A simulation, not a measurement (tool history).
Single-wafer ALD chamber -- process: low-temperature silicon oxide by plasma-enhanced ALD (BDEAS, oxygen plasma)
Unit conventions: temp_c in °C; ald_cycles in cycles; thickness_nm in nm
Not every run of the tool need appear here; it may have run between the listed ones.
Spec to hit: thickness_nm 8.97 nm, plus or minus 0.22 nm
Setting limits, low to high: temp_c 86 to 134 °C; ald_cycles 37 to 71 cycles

| run | hour | temp_c | ald_cycles | thickness_nm |
|---|---|---|---|---|
| 1 | 0 | 110 | 54 | 7.9621 |
| 2 | 0.9 | 110 | 47 | 6.8792 |
| 3 | 3.1 | 109 | 50 | 7.3546 |
| 4 | 6 | 108 | 52 | 7.6108 |
| 5 | 9.7 | 108 | 48 | 7.0705 |
| 6 | 12.4 | 98 | 48 | 7.2669 |
| 7 | 21.2 | 97 | 50 | 7.6347 |
| 8 | 26.1 | 96 | 52 | 8.0067 |
| 9 | 28.8 | 95 | 53 | 8.1498 |
| 10 | 33.1 | 94 | 54 | 8.3122 |
| 11 | 36.8 | 93 | 55 | 8.5241 |
| 12 | 41.6 | 92 | 56 | 8.7966 |
| 13 | 43.8 | 91 | 56 | 8.7802 |

Which of these 5 next moves meets every target?
| A | 46 | 86 | 53 | ? |
| B | 46 | 93 | 56 | ? |
| C | 46 | 91 | 55 | ? |
| D | 46 | 94 | 58 | ? |
| E | 46 | 90 | 54 | ? |

| move | thickness_nm |
|---|---|
| A | 8.4765 |
| B | 8.7135 |
| C | 8.6261 |
| D | 8.9888 |
| E | 8.5027 |
A: its largest miss is bigger than the last run's
B: its largest miss is bigger than the last run's
C: its largest miss is bigger than the last run's
D: every result lands within tolerance
E: its largest miss is bigger than the last run's
The move that meets every target is D.
